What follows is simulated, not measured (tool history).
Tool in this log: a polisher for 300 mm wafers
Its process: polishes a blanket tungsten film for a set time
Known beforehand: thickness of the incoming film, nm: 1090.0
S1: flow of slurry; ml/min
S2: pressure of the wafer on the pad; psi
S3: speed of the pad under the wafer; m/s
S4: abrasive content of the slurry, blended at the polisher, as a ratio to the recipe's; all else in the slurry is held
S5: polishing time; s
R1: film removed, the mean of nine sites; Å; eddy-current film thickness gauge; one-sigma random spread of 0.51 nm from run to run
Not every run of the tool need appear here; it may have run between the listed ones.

{"run": 1, "hour": 0.0, "S1": 150, "S2": 3.5, "S3": 1.08, "S4": 1, "S5": 30, "R1": 1258.7}
{"run": 2, "hour": 8.7, "S1": 150, "S2": 3.5, "S3": 1.08, "S4": 0.8, "S5": 30, "R1": 1231.1}
{"run": 3, "hour": 12.3, "S1": 150, "S2": 3.5, "S3": 1.08, "S4": 0.8, "S5": 27, "R1": 1112.6}
{"run": 4, "hour": 18.3, "S1": 150, "S2": 3.9, "S3": 1.08, "S4": 0.8, "S5": 27, "R1": 1244.2}
{"run": 5, "hour": 24.2, "S1": 170, "S2": 3.9, "S3": 1.08, "S4": 0.8, "S5": 27, "R1": 1260.5}
{"run": 6, "hour": 27.7, "S1": 170, "S2": 3.9, "S3": 1.08, "S4": 1, "S5": 27, "R1": 1295.6}

Expected results for the next run?
{"hour": 30.3, "done": "slurry nozzle cleaned"}
{"run": 7, "hour": 30.3, "S1": 130, "S2": 2.9, "S3": 1.06, "S4": 1, "S5": 27, "R1": "?"}

Run 7 produced R1 978.33 Å.
